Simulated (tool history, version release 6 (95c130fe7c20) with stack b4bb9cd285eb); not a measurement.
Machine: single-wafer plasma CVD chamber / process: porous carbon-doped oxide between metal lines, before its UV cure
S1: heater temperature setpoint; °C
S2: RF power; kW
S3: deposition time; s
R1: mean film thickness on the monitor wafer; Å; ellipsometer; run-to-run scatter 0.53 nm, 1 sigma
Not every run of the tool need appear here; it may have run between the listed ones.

Run 1, hour 0.0: S1 305 °C, S2 0.560 kW, S3 20.6 s. Result: R1 1215.50 Å.
Run 2, hour 5.2: S1 309 °C, S2 0.545 kW, S3 20.6 s. Result: R1 1147.10 Å.
Run 3, hour 8.4: S1 312 °C, S2 0.540 kW, S3 20.6 s. Result: R1 1115.40 Å.
Run 4, hour 15.9: S1 312 °C, S2 0.585 kW, S3 20.6 s. Result: R1 1223.60 Å.
Run 5, hour 17.2: S1 312 °C, S2 0.585 kW, S3 20.6 s. Result: R1 1218.20 Å.
Run 6, hour 22.1: S1 315 °C, S2 0.570 kW, S3 20.6 s. Result: R1 1166.10 Å.

Estimate the outcome of run 7 from the log above:
Run 7, hour 30.1: S1 327 °C, S2 0.510 kW, S3 20.6 s. Result: R1 ?.

Run 7 came out at R1 968.62 Å.
